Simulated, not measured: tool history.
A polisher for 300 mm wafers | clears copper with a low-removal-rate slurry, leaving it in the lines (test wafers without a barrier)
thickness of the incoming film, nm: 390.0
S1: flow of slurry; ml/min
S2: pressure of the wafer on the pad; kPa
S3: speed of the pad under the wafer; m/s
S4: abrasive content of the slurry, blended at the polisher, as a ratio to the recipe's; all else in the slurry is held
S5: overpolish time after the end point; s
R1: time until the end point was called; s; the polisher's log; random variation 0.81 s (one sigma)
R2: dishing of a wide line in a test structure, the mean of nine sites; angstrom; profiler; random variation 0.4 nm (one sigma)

run  hour   S1    S2    S3    S4  S5      R1      R2
  1     0  140  28.3  1.26     1  21  58.851  612.98
  2   8.1  165  28.3  1.26     1  21  56.171   618.5
  3  16.6  165  24.1  1.26     1  21  64.601  565.64
  4  18.6  165  24.1  1.46     1  21  56.175  617.32
  5  20.2  165  24.1  1.46   1.1  21  54.185  637.08
  6  22.8  165  24.1  1.76   1.1  21  45.981  698.38
  7  25.9  185  21.4  1.78   0.9  16  51.296  565.77
  8    27  220  13.8  1.96  0.65   6  67.318  211.52
  9  32.8  195  15.2  1.92   0.7   6  64.127  222.64
 10  35.6  195  16.5  1.86   0.8   7  60.956  272.28

Forecast run 11:
 11  39.6  195  16.5  1.82  0.85   8   ?   ?

R1: 61.938 s
R2: 299 angstrom

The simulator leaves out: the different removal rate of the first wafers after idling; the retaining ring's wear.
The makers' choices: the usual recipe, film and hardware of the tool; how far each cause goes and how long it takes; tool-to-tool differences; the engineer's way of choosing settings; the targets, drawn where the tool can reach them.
